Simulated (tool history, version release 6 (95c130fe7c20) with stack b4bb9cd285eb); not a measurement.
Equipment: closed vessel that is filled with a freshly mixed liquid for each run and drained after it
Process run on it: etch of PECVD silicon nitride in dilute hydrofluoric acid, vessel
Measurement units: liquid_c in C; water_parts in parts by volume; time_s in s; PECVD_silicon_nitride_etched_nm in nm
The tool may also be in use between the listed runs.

run,hour,liquid_c,water_parts,time_s,PECVD_silicon_nitride_etched_nm
1,0.0,22.0,195,660,8.2667
2,1.3,22.0,225,660,7.2412
3,7.8,24.0,220,660,8.3147
4,12.6,25.5,215,660,9.4095
5,16.5,27.0,215,660,10.3440
6,17.8,27.0,215,660,10.3830

For run 7, what comes out?
7,24.1,28.0,215,660,?

PECVD_silicon_nitride_etched_nm: 11.0610 nm
